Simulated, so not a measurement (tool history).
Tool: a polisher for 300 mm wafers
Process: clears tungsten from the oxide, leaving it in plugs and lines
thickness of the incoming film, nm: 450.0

| run | hour | flow of slurry (ml/min) | pressure of the wafer on the pad (psi) | speed of the pad under the wafer (m/s) | abrasive content of the slurry | overpolish time after the end point (s) | time until the end point was called (s) |
|---|---|---|---|---|---|---|---|
| 1 | 0.0 | 180 | 4.9 | 0.84 | 1.00 | 30 | 104.830 |
| 2 | 8.8 | 180 | 4.9 | 0.84 | 1.10 | 30 | 101.520 |
| 3 | 13.7 | 180 | 4.9 | 0.84 | 1.25 | 30 | 102.230 |
| 4 | 20.1 | 210 | 4.9 | 0.84 | 1.25 | 30 | 93.468 |
| 5 | 28.0 | 235 | 4.9 | 0.84 | 1.25 | 30 | 95.772 |
| 6 | 36.1 | 235 | 5.8 | 0.84 | 1.25 | 30 | 82.605 |
| 7 | 40.7 | 235 | 5.2 | 0.82 | 1.25 | 30 | 90.981 |
| 8 | 42.2 | 235 | 4.7 | 0.80 | 1.25 | 30 | 102.990 |
| 9 | 45.1 | 235 | 4.3 | 0.78 | 1.25 | 30 | 118.870 |
| 10 | 54.0 | 235 | 4.1 | 0.78 | 1.25 | 30 | 124.180 |
| 11 | 57.0 | 235 | 3.9 | 0.78 | 1.25 | 30 | 127.460 |

Run 12 comes next. What will it give?
| 12 | 58.2 | 235 | 3.7 | 0.78 | 1.25 | 30 | ? |

Run 12 gave time until the end point was called (s) 135.210.

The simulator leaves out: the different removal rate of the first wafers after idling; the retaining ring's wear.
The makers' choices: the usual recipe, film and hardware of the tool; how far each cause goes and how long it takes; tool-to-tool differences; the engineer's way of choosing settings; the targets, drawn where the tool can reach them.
